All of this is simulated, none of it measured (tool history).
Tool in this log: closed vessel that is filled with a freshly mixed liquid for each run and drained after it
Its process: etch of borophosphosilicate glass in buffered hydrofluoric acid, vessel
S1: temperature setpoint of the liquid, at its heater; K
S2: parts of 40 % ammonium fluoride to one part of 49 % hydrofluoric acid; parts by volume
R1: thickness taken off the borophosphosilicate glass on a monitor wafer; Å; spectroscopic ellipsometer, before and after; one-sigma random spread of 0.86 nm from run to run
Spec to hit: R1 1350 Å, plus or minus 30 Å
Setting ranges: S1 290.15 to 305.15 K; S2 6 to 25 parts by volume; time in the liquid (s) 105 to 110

run 1 day=0 | S1=298.15 S2=15.5 time_in_the_liquid_(s)=105 | R1=975.8
run 2 day=0.371 | S1=298.15 S2=15.5 time_in_the_liquid_(s)=105 | R1=985.44
run 3 day=0.521 | S1=295.15 S2=15.5 time_in_the_liquid_(s)=105 | R1=827.34
run 4 day=0.779 | S1=297.15 S2=15.5 time_in_the_liquid_(s)=105 | R1=929.52
run 5 day=1.117 | S1=298.65 S2=15.5 time_in_the_liquid_(s)=105 | R1=1008.5
run 6 day=1.292 | S1=299.65 S2=15.5 time_in_the_liquid_(s)=105 | R1=1061.6
run 7 day=1.521 | S1=299.65 S2=15.5 time_in_the_liquid_(s)=105 | R1=1065.9
run 8 day=1.604 | S1=300.65 S2=15.5 time_in_the_liquid_(s)=105 | R1=1121.4
run 9 day=1.775 | S1=301.15 S2=15.5 time_in_the_liquid_(s)=105 | R1=1154.7
run 10 day=1.867 | S1=301.65 S2=15.5 time_in_the_liquid_(s)=105 | R1=1191.2
run 11 day=2.229 | S1=302.15 S2=15.5 time_in_the_liquid_(s)=105 | R1=1220.6
run 12 day=2.517 | S1=302.65 S2=15.5 time_in_the_liquid_(s)=105 | R1=1245.3
run 13 day=2.867 | S1=303.15 S2=15.5 time_in_the_liquid_(s)=105 | R1=1283.9

Next run, 4 choices. One meets every target within its allowed miss, the rest don't. Which?
run A day=3.217 | S1=304.65 S2=17 time_in_the_liquid_(s)=105 | R1=?
run B day=3.217 | S1=303.65 S2=16 time_in_the_liquid_(s)=105 | R1=?
run C day=3.217 | S1=302.15 S2=15.5 time_in_the_liquid_(s)=110 | R1=?
run D day=3.217 | S1=300.65 S2=13 time_in_the_liquid_(s)=105 | R1=?

move=A R1=1260.7
move=B R1=1270.5
move=C R1=1269.8
move=D R1=1331.6
A: lands further from the targets than the last run did
B: lands further from the targets than the last run did
C: lands further from the targets than the last run did
D: all results land within tolerance of their targets
Answer: D
